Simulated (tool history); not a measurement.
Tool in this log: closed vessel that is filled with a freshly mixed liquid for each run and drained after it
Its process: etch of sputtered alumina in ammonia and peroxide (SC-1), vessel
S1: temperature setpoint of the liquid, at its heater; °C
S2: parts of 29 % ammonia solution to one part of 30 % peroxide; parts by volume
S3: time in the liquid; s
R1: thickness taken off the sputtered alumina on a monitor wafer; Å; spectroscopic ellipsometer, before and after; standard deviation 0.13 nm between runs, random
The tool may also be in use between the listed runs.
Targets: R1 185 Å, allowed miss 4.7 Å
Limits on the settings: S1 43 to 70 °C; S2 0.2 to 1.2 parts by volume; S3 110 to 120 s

| run | hour | S1 | S2 | S3 | R1 |
|---|---|---|---|---|---|
| 1 | 0 | 59 | 0.8 | 110 | 129.3 |
| 2 | 5.2 | 59 | 1 | 110 | 130.87 |
| 3 | 11.6 | 59 | 1.1 | 110 | 131.08 |
| 4 | 19.2 | 61 | 1.1 | 110 | 148.49 |
| 5 | 23.6 | 54 | 1.1 | 110 | 101.78 |
| 6 | 27 | 57.5 | 1.1 | 110 | 124.28 |
| 7 | 29.9 | 60 | 1.1 | 110 | 140.47 |
| 8 | 31.6 | 61.5 | 1.1 | 110 | 153.39 |
| 9 | 37.1 | 62.5 | 1.1 | 110 | 157.15 |
| 10 | 39.9 | 66.5 | 1.1 | 110 | 192.79 |

Exercise: of the 5 proposed moves below, exactly one satisfies all targets within the stated allowed misses. Which move is it?
| A | 42.7 | 66.5 | 1.05 | 120 | ? |
| B | 42.7 | 65.5 | 1.2 | 110 | ? |
| C | 42.7 | 65.5 | 1.1 | 120 | ? |
| D | 42.7 | 66.5 | 0.8 | 115 | ? |
| E | 42.7 | 67 | 1 | 110 | ? |

| move | R1 |
|---|---|
| A | 211.02 |
| B | 186.47 |
| C | 201.76 |
| D | 197.11 |
| E | 197.32 |
A: misses by more than the last run did
B: meets every target
C: misses by more than the last run did
D: misses by more than the last run did
E: misses by more than the last run did
Move B is the one to make.
